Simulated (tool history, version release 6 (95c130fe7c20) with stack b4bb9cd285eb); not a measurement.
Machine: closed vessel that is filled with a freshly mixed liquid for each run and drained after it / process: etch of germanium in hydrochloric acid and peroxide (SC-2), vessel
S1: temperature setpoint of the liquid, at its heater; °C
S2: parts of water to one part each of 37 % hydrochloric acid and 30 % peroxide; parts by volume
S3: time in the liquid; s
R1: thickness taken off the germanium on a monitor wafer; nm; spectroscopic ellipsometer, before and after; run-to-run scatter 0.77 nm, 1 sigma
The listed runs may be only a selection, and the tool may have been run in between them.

| run | hour | S1 | S2 | S3 | R1 |
|---|---|---|---|---|---|
| 1 | 0.0 | 52.0 | 5.5 | 95 | 324.97 |
| 2 | 5.2 | 49.5 | 5.5 | 95 | 301.05 |
| 3 | 6.6 | 47.5 | 5.5 | 95 | 281.69 |
| 4 | 15.9 | 47.5 | 7.5 | 95 | 277.38 |
| 5 | 21.1 | 46.0 | 7.5 | 95 | 265.64 |
| 6 | 24.6 | 46.0 | 8.5 | 95 | 264.06 |

For run 7, what comes out?
| 7 | 28.9 | 45.0 | 8.5 | 95 | ? |

R1: 255.36 nm
